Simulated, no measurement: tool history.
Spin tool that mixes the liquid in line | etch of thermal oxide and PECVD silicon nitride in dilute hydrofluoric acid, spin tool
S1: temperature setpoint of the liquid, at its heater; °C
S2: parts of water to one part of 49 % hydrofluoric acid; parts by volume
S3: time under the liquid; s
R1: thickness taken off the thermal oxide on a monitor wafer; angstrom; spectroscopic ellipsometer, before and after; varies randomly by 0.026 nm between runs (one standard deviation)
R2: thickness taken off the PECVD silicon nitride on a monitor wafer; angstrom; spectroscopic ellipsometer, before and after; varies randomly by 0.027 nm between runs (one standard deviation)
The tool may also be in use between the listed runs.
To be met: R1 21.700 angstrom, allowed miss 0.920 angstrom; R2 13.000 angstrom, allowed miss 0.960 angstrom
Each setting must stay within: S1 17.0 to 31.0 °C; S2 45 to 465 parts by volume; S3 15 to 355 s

Run 1, day 0.000: S1 23.0 °C, S2 255 parts by volume, S3 180 s. Result: R1 30.430 angstrom, R2 16.197 angstrom.
Run 2, day 0.308: S1 23.0 °C, S2 205 parts by volume, S3 180 s. Result: R1 38.403 angstrom, R2 19.426 angstrom.
Run 3, day 0.425: S1 23.0 °C, S2 270 parts by volume, S3 180 s. Result: R1 27.889 angstrom, R2 14.689 angstrom.
Run 4, day 0.467: S1 23.5 °C, S2 295 parts by volume, S3 185 s. Result: R1 26.033 angstrom, R2 14.651 angstrom.
Run 5, day 0.496: S1 23.5 °C, S2 310 parts by volume, S3 190 s. Result: R1 24.911 angstrom, R2 13.682 angstrom.
Run 6, day 0.521: S1 23.5 °C, S2 380 parts by volume, S3 190 s. Result: R1 19.345 angstrom, R2 11.688 angstrom.
Run 7, day 0.767: S1 23.5 °C, S2 370 parts by volume, S3 190 s. Result: R1 19.836 angstrom, R2 11.478 angstrom.
Run 8, day 1.142: S1 24.0 °C, S2 365 parts by volume, S3 190 s. Result: R1 20.770 angstrom, R2 11.993 angstrom.
Run 9, day 1.304: S1 24.5 °C, S2 370 parts by volume, S3 190 s. Result: R1 20.672 angstrom, R2 12.475 angstrom.

Exercise: of the 4 proposed moves below, exactly one satisfies all targets within the stated allowed misses. Which move is it?
Run A, day 1.467: S1 24.5 °C, S2 345 parts by volume, S3 180 s. Result: R1 ?, R2 ?.
Run B, day 1.467: S1 28.0 °C, S2 365 parts by volume, S3 160 s. Result: R1 ?, R2 ?.
Run C, day 1.467: S1 24.0 °C, S2 290 parts by volume, S3 135 s. Result: R1 ?, R2 ?.
Run D, day 1.467: S1 25.0 °C, S2 370 parts by volume, S3 180 s. Result: R1 ?, R2 ?.

move      R1      R2
   A  21.625  12.417
   B  19.978  12.802
   C  19.998  10.734
   D  20.026  11.931
A: every result within its allowed miss
B: moves away from the targets compared with the last run
C: moves away from the targets compared with the last run
D: moves away from the targets compared with the last run
Move A is the one to make.

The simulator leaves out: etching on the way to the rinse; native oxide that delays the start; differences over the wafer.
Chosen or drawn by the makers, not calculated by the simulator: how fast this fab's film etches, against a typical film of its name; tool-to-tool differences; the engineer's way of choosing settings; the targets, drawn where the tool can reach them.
